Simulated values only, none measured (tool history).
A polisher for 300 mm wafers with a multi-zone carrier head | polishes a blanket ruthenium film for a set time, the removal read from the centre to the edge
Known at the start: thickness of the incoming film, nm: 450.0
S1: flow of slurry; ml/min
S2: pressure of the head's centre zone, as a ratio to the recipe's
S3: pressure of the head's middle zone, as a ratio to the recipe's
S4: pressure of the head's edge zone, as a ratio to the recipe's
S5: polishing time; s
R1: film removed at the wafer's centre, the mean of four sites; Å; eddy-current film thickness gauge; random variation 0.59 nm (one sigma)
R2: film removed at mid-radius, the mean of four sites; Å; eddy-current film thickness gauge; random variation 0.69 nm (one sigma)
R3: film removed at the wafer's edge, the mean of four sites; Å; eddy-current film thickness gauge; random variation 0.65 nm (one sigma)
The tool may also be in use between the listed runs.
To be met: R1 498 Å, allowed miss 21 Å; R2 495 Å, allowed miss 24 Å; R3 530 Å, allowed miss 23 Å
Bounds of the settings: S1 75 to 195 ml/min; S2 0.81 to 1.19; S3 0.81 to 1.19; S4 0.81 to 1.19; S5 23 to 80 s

run  hour   S1    S2    S3    S4  S5      R1      R2      R3
  1     0  125     1     1     1  51  617.56  611.41  586.98
  2   2.9  125     1     1  1.04  51   591.5  593.04  599.21
  3   7.3  120     1  0.99  1.04  51  607.27  591.54  604.57
  4  12.8  120  0.99  0.98  1.04  50  579.02  567.61  591.78
  5  15.2  120  0.99  1.07  1.04  50  602.46  617.13  608.11
  6  16.8  120  1.07  1.07  1.04  50  643.76  631.98  601.59
  7  17.6  120  1.05  1.06  1.04  50  620.97   622.4  596.29
  8  23.4  120  1.04  1.05  1.04  50  619.72  626.72  585.76
  9  27.8   85  0.95  0.95  1.14  45  470.26   474.5  537.83

Which of these 5 next moves meets every target?
  A  32.2  75  1.08  0.88  1.14  45   ?   ?   ?
  B  32.2  75  0.91  0.87  1.19  46   ?   ?   ?
  C  32.2  90  0.99  0.97  1.09  45   ?   ?   ?
  D  32.2  90  1.09  0.83  1.13  44   ?   ?   ?
  E  32.2  85  0.91  0.99  1.13  44   ?   ?   ?

move      R1      R2      R3
   A  518.49  434.61   532.4
   B  445.96  440.46  555.98
   C  495.49  488.82  532.96
   D  533.27  419.76  531.25
   E  439.43  481.07  526.19
A: brings the result that was furthest off to its target, and leaves another outside
B: further off than the last run
C: meets every target
D: takes the result that was furthest off past its target
E: further off than the last run
Move C is the one to make.
